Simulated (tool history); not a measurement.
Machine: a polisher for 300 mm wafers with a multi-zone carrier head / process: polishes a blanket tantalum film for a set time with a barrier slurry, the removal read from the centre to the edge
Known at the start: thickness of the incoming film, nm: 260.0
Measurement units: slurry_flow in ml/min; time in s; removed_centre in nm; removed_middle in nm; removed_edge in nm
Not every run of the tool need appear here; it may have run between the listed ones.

run,hour,slurry_flow,centre_zone,middle_zone,edge_zone,slurry_solids,time,removed_centre,removed_middle,removed_edge
1,0,265,1,1,1,1,59,107.4,110.87,107.72
2,8.6,265,1,1,1,0.9,59,103.59,105.15,102.58
3,9.4,265,1,1,1,0.9,52,91.851,92.511,90.012
4,16,265,1,1,1,1,52,94.334,96.662,94.932
5,18,265,1,0.93,1,1,52,96.449,93.975,95.523
6,20.4,255,0.96,0.95,0.99,1,52,91.02,94.652,95.214
7,26.5,250,0.93,0.97,0.98,1,52,87.597,94.279,93.385

Expected results for the next run?
8,27.1,245,0.91,0.99,0.98,1,52,?,?,?

For run 8 the tool returned removed_centre 86.924 nm, removed_middle 95.615 nm, removed_edge 93.168 nm.
